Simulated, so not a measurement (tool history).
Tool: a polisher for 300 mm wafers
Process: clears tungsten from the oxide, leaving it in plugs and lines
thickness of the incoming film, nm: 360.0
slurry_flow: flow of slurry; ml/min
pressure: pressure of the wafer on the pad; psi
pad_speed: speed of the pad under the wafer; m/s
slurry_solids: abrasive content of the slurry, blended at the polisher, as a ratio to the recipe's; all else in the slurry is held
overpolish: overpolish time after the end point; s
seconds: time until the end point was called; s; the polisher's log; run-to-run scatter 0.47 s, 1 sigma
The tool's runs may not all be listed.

{"run": 1, "hour": 0.0, "slurry_flow": 290, "pressure": 4.2, "pad_speed": 1.4, "slurry_solids": 1.0, "overpolish": 3, "seconds": 61.972}
{"run": 2, "hour": 4.0, "slurry_flow": 290, "pressure": 4.2, "pad_speed": 1.4, "slurry_solids": 0.85, "overpolish": 3, "seconds": 64.566}
{"run": 3, "hour": 11.6, "slurry_flow": 320, "pressure": 4.2, "pad_speed": 1.4, "slurry_solids": 0.85, "overpolish": 3, "seconds": 64.689}
{"run": 4, "hour": 19.9, "slurry_flow": 320, "pressure": 4.6, "pad_speed": 1.4, "slurry_solids": 0.85, "overpolish": 3, "seconds": 59.179}
{"run": 5, "hour": 25.6, "slurry_flow": 320, "pressure": 5.0, "pad_speed": 1.4, "slurry_solids": 0.85, "overpolish": 3, "seconds": 54.804}
{"run": 6, "hour": 29.3, "slurry_flow": 320, "pressure": 5.0, "pad_speed": 1.4, "slurry_solids": 0.65, "overpolish": 3, "seconds": 61.52}
{"run": 7, "hour": 31.2, "slurry_flow": 320, "pressure": 5.4, "pad_speed": 1.44, "slurry_solids": 0.65, "overpolish": 3, "seconds": 55.27}
{"hour": 38.6, "done": "slurry blender recalibrated"}
{"run": 8, "hour": 38.6, "slurry_flow": 320, "pressure": 5.7, "pad_speed": 1.46, "slurry_solids": 0.65, "overpolish": 3, "seconds": 49.745}
{"run": 9, "hour": 47.4, "slurry_flow": 320, "pressure": 5.9, "pad_speed": 1.46, "slurry_solids": 0.65, "overpolish": 3, "seconds": 46.666}
{"run": 10, "hour": 50.6, "slurry_flow": 320, "pressure": 6.0, "pad_speed": 1.46, "slurry_solids": 0.65, "overpolish": 3, "seconds": 46.219}
{"run": 11, "hour": 57.9, "slurry_flow": 320, "pressure": 6.0, "pad_speed": 1.46, "slurry_solids": 0.65, "overpolish": 3, "seconds": 46.458}
{"run": 12, "hour": 61.5, "slurry_flow": 320, "pressure": 6.1, "pad_speed": 1.46, "slurry_solids": 0.65, "overpolish": 3, "seconds": 46.914}
{"run": 13, "hour": 65.2, "slurry_flow": 320, "pressure": 6.2, "pad_speed": 1.48, "slurry_solids": 0.65, "overpolish": 3, "seconds": 43.993}

Expected results for the next run?
{"run": 14, "hour": 72.9, "slurry_flow": 320, "pressure": 6.3, "pad_speed": 1.48, "slurry_solids": 0.65, "overpolish": 3, "seconds": "?"}

Run 14 yielded seconds 44.602 s.
